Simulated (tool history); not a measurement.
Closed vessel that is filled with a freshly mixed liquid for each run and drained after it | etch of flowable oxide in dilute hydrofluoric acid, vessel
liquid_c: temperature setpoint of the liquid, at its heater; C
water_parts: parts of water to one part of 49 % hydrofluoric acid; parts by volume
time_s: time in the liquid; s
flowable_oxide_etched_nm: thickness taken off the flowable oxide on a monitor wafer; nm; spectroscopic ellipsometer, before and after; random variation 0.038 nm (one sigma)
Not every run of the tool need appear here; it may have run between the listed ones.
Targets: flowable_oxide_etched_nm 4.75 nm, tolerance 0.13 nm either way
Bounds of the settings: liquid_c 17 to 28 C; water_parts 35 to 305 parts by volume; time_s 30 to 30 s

run	hour	liquid_c	water_parts	time_s	flowable_oxide_etched_nm
1	0	20	170	30	6.3401
2	1	20	170	30	6.3462
3	3	19.5	175	30	6.0262
4	8.3	19.5	175	30	5.9908
5	11.1	19	180	30	5.7166
6	19.4	20.5	180	30	5.9544
7	24.2	19.5	185	30	5.5286
8	27	19	185	30	5.5202
9	35	18.5	190	30	5.2368
10	35.8	18	190	30	5.1919

4 candidate next runs follow, results not yet known. Just one meets every target within its allowed miss. Identify it.
A	36.6	17	195	30	?
B	36.6	18.5	195	30	?
C	36.6	17	205	30	?
D	36.6	21.5	215	30	?

move	flowable_oxide_etched_nm
A	4.7889
B	5.0825
C	4.5137
D	5.0741
A: each result inside its tolerance
B: moves toward the targets from the last run without getting all of them in spec
C: carries the result that was furthest off beyond its target, to the other side
D: moves toward the targets from the last run without getting all of them in spec
So the answer is move A, the one that meets all the targets.
